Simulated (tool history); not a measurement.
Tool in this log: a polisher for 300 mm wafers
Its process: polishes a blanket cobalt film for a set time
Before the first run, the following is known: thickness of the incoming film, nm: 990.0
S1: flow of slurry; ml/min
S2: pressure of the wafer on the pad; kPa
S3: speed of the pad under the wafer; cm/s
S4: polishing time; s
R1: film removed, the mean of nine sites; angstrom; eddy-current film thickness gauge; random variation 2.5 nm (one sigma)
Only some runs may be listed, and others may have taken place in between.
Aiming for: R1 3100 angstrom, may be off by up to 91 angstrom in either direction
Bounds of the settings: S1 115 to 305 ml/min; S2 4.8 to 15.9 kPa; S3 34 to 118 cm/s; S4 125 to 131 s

run	hour	S1	S2	S3	S4	R1
1	0	195	10.3	76	125	4215.8
2	8.4	145	10.3	76	125	4039.1
3	11.1	145	12.4	76	125	4912
4	11.8	145	12.4	76	125	4898.1
5	13.4	145	11.7	76	125	4624.9
6	14.9	145	11.7	64	125	3922.3
7	19.4	145	11	64	125	3748.8
8	23.2	140	9.7	64	125	3219.6
9	29.7	135	9.7	64	125	3229.3
10	38.2	130	9.7	64	125	3213.9
11	43.1	125	9.7	64	125	3207.6

Which of these 5 next moves meets every target?
A	48	115	12.4	46	130	?
B	48	115	10.3	62	128	?
C	48	150	9.7	66	125	?
D	48	125	9.7	66	125	?
E	48	130	9.7	66	125	?

move	R1
A	3067.2
B	3366.3
C	3350.2
D	3292.4
E	3304.8
A: every result within its allowed miss
B: moves away from the targets compared with the last run
C: moves away from the targets compared with the last run
D: moves away from the targets compared with the last run
E: moves away from the targets compared with the last run
Answer: A
